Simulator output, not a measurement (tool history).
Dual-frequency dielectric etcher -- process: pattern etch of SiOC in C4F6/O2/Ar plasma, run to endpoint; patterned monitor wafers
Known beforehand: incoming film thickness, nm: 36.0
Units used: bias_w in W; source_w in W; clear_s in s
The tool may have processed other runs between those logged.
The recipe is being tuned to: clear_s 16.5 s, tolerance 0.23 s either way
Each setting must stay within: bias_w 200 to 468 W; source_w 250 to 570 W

run 1 hour=0 | bias_w=334 source_w=410 | clear_s=14.501
run 2 hour=5.1 | bias_w=360 source_w=410 | clear_s=14.015
run 3 hour=6.6 | bias_w=326 source_w=410 | clear_s=14.656
run 4 hour=10.9 | bias_w=326 source_w=360 | clear_s=15.04
run 5 hour=14.5 | bias_w=306 source_w=360 | clear_s=15.588
run 6 hour=19 | bias_w=306 source_w=330 | clear_s=15.828
run 7 hour=21.3 | bias_w=298 source_w=330 | clear_s=15.99
run 8 hour=22.9 | bias_w=292 source_w=330 | clear_s=16.015
run 9 hour=29.3 | bias_w=285 source_w=330 | clear_s=16.243

Of the 4 settings listed for the next run, only one would bring every result within its allowed miss of target. Which one?
run A hour=35.7 | bias_w=326 source_w=290 | clear_s=?
run B hour=35.7 | bias_w=265 source_w=380 | clear_s=?
run C hour=35.7 | bias_w=278 source_w=320 | clear_s=?
run D hour=35.7 | bias_w=277 source_w=370 | clear_s=?

move=A clear_s=15.882
move=B clear_s=16.087
move=C clear_s=16.488
move=D clear_s=15.932
A: further off than the last run
B: further off than the last run
C: hits every target within its allowed miss
D: further off than the last run
So the answer is move C, the one that meets all the targets.

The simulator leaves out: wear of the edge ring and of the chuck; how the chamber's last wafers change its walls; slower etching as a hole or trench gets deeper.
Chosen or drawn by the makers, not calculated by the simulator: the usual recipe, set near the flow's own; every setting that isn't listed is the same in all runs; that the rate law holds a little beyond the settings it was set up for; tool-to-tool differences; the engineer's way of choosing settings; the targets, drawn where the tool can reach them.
